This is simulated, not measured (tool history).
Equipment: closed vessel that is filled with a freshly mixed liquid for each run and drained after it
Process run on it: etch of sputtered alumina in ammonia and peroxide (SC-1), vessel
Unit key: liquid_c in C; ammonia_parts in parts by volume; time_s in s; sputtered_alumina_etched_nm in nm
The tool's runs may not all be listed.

{"run": 1, "hour": 0.0, "liquid_c": 58, "ammonia_parts": 0.7, "time_s": 1175, "sputtered_alumina_etched_nm": 67.975}
{"run": 2, "hour": 3.2, "liquid_c": 59, "ammonia_parts": 0.7, "time_s": 1175, "sputtered_alumina_etched_nm": 71.009}
{"run": 3, "hour": 4.2, "liquid_c": 59, "ammonia_parts": 0.7, "time_s": 1255, "sputtered_alumina_etched_nm": 77.53}
{"run": 4, "hour": 7.0, "liquid_c": 59, "ammonia_parts": 0.85, "time_s": 1255, "sputtered_alumina_etched_nm": 78.916}
{"run": 5, "hour": 10.9, "liquid_c": 59, "ammonia_parts": 0.95, "time_s": 1255, "sputtered_alumina_etched_nm": 78.633}
{"run": 6, "hour": 17.2, "liquid_c": 60, "ammonia_parts": 0.95, "time_s": 1255, "sputtered_alumina_etched_nm": 83.951}
{"run": 7, "hour": 22.6, "liquid_c": 60.5, "ammonia_parts": 0.95, "time_s": 1255, "sputtered_alumina_etched_nm": 85.511}
{"run": 8, "hour": 26.6, "liquid_c": 61, "ammonia_parts": 0.95, "time_s": 1255, "sputtered_alumina_etched_nm": 87.993}
{"run": 9, "hour": 33.8, "liquid_c": 61, "ammonia_parts": 0.95, "time_s": 1255, "sputtered_alumina_etched_nm": 87.387}
{"run": 10, "hour": 41.1, "liquid_c": 61, "ammonia_parts": 0.95, "time_s": 1255, "sputtered_alumina_etched_nm": 86.474}

Estimate the outcome of run 11 from the log above:
{"run": 11, "hour": 45.9, "liquid_c": 61.5, "ammonia_parts": 0.95, "time_s": 1255, "sputtered_alumina_etched_nm": "?"}

Logged for run 11: sputtered_alumina_etched_nm 91.148 nm.

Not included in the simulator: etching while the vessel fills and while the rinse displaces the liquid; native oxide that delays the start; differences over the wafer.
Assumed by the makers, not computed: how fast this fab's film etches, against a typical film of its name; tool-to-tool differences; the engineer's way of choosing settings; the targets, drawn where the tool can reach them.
